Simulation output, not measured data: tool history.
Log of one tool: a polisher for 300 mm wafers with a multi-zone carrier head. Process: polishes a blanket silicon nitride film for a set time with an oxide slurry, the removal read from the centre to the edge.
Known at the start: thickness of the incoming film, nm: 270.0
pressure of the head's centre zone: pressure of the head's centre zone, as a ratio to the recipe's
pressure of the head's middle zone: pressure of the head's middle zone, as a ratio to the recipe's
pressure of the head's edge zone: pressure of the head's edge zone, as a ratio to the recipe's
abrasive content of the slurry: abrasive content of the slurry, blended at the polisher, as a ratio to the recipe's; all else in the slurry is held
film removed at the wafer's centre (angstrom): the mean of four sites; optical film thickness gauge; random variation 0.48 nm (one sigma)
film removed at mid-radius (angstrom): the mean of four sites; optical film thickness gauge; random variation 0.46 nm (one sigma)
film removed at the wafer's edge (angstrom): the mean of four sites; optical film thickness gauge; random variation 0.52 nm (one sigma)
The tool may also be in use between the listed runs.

| run | day | flow of slurry (ml/min) | pressure of the head's centre zone | pressure of the head's middle zone | pressure of the head's edge zone | abrasive content of the slurry | polishing time (s) | film removed at the wafer's centre (angstrom) | film removed at mid-radius (angstrom) | film removed at the wafer's edge (angstrom) |
|---|---|---|---|---|---|---|---|---|---|---|
| 1 | 0.000 | 235 | 1.00 | 1.00 | 1.00 | 1.00 | 53 | 449.15 | 466.81 | 466.39 |
| 2 | 0.346 | 235 | 1.00 | 1.00 | 1.00 | 1.10 | 53 | 480.26 | 489.04 | 477.66 |
| 3 | 0.688 | 235 | 1.00 | 1.01 | 0.97 | 1.00 | 51 | 434.86 | 455.72 | 441.97 |
| 4 | 0.971 | 235 | 1.00 | 1.01 | 0.95 | 0.90 | 50 | 416.70 | 406.16 | 406.04 |
| 5 | 1.175 | 235 | 0.96 | 1.03 | 0.93 | 0.85 | 50 | 371.73 | 402.23 | 370.14 |
| 6 | 1.346 | 230 | 0.95 | 1.02 | 0.93 | 0.85 | 50 | 373.03 | 390.65 | 383.26 |
| 7 | 1.533 | 230 | 0.93 | 1.03 | 0.92 | 0.85 | 50 | 362.46 | 393.11 | 376.57 |
| 8 | 1.825 | 230 | 0.92 | 1.03 | 0.91 | 0.85 | 50 | 359.87 | 401.48 | 373.54 |
| 9 | 2.000 | 230 | 0.91 | 1.02 | 0.90 | 0.85 | 50 | 360.46 | 399.50 | 369.07 |

Forecast run 10:
| 10 | 2.279 | 225 | 0.90 | 1.02 | 0.90 | 0.85 | 50 | ? | ? | ? |

film removed at the wafer's centre (angstrom): 346.52
film removed at mid-radius (angstrom): 392.92
film removed at the wafer's edge (angstrom): 361.00
